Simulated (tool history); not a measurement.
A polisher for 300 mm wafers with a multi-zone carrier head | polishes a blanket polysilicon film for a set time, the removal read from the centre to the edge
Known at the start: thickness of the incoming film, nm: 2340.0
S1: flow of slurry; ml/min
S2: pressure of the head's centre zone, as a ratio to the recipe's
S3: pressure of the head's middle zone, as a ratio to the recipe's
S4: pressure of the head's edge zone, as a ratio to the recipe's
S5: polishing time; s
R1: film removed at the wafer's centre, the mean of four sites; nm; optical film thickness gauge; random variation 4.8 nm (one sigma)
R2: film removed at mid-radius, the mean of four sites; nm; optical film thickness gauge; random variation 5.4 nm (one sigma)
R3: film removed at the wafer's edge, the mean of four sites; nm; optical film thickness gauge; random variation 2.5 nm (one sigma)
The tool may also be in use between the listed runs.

{"run": 1, "hour": 0.0, "S1": 295, "S2": 1.0, "S3": 1.0, "S4": 1.0, "S5": 80, "R1": 795.06, "R2": 787.12, "R3": 776.35}
{"run": 2, "hour": 4.8, "S1": 295, "S2": 1.0, "S3": 1.0, "S4": 1.0, "S5": 100, "R1": 968.82, "R2": 1002.4, "R3": 965.79}
{"run": 3, "hour": 12.0, "S1": 260, "S2": 0.94, "S3": 0.97, "S4": 0.94, "S5": 81, "R1": 726.88, "R2": 773.15, "R3": 751.7}
{"run": 4, "hour": 12.9, "S1": 235, "S2": 0.92, "S3": 0.94, "S4": 0.9, "S5": 68, "R1": 585.81, "R2": 637.38, "R3": 608.91}
{"run": 5, "hour": 16.2, "S1": 235, "S2": 0.87, "S3": 0.94, "S4": 0.9, "S5": 68, "R1": 552.35, "R2": 631.43, "R3": 612.99}
{"run": 6, "hour": 19.9, "S1": 235, "S2": 0.87, "S3": 0.94, "S4": 0.9, "S5": 85, "R1": 691.54, "R2": 796.46, "R3": 768.05}
{"run": 7, "hour": 21.3, "S1": 230, "S2": 0.88, "S3": 0.92, "S4": 0.88, "S5": 71, "R1": 577.33, "R2": 666.3, "R3": 630.81}
{"run": 8, "hour": 30.1, "S1": 215, "S2": 0.9, "S3": 0.9, "S4": 0.89, "S5": 61, "R1": 495.99, "R2": 554.5, "R3": 539.9}

Run 9 comes next. What will it give?
{"run": 9, "hour": 33.6, "S1": 190, "S2": 0.95, "S3": 0.84, "S4": 0.81, "S5": 39, "R1": "?", "R2": "?", "R3": "?"}

{"run 9": {"R1": 332.19, "R2": 328.85, "R3": 324.75}}
